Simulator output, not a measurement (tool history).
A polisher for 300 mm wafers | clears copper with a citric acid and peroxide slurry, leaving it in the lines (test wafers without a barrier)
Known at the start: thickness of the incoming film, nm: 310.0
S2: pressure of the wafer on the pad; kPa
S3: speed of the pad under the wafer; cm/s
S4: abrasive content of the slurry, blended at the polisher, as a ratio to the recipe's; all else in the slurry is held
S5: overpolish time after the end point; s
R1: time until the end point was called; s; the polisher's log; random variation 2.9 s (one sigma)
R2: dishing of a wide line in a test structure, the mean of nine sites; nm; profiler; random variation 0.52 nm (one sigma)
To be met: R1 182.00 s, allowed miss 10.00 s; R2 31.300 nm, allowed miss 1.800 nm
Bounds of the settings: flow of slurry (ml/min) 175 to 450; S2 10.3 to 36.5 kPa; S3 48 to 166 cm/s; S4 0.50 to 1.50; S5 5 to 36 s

Run 1, day 0.000: flow of slurry (ml/min) 290, S2 23.4 kPa, S3 106 cm/s, S4 1.00, S5 18 s. Result: R1 114.22 s, R2 33.809 nm.
Run 2, day 0.279: flow of slurry (ml/min) 290, S2 20.0 kPa, S3 104 cm/s, S4 1.00, S5 20 s. Result: R1 132.47 s, R2 31.473 nm.
Run 3, day 0.571: flow of slurry (ml/min) 290, S2 17.9 kPa, S3 102 cm/s, S4 1.00, S5 22 s. Result: R1 148.24 s, R2 29.944 nm.
Run 4, day 0.875: flow of slurry (ml/min) 290, S2 15.2 kPa, S3 102 cm/s, S4 1.00, S5 22 s. Result: R1 170.56 s, R2 25.278 nm.
Run 5, day 0.967: flow of slurry (ml/min) 290, S2 15.2 kPa, S3 82 cm/s, S4 1.00, S5 22 s. Result: R1 206.41 s, R2 23.305 nm.
Run 6, day 1.104: flow of slurry (ml/min) 290, S2 15.2 kPa, S3 82 cm/s, S4 1.00, S5 25 s. Result: R1 210.25 s, R2 25.459 nm.
Run 7, day 1.458: flow of slurry (ml/min) 290, S2 16.5 kPa, S3 82 cm/s, S4 1.00, S5 25 s. Result: R1 196.45 s, R2 26.575 nm.
Run 8, day 1.775: flow of slurry (ml/min) 290, S2 18.6 kPa, S3 82 cm/s, S4 1.00, S5 28 s. Result: R1 168.30 s, R2 32.986 nm.

4 next moves are on the table. One of them brings every result within its allowed miss. Which?
Run A, day 2.092: flow of slurry (ml/min) 215, S2 21.4 kPa, S3 78 cm/s, S4 1.10, S5 24 s. Result: R1 ?, R2 ?.
Run B, day 2.092: flow of slurry (ml/min) 295, S2 18.6 kPa, S3 74 cm/s, S4 1.00, S5 35 s. Result: R1 ?, R2 ?.
Run C, day 2.092: flow of slurry (ml/min) 290, S2 20.0 kPa, S3 88 cm/s, S4 0.90, S5 24 s. Result: R1 ?, R2 ?.
Run D, day 2.092: flow of slurry (ml/min) 310, S2 20.0 kPa, S3 70 cm/s, S4 0.95, S5 28 s. Result: R1 ?, R2 ?.

move      R1      R2
   A  155.23  31.084
   B  182.25  36.353
   C  151.53  31.550
   D  178.75  31.308
A: further off than the last run
B: brings the result that was furthest off to its target, and leaves another outside
C: further off than the last run
D: meets every target
The right move is D.

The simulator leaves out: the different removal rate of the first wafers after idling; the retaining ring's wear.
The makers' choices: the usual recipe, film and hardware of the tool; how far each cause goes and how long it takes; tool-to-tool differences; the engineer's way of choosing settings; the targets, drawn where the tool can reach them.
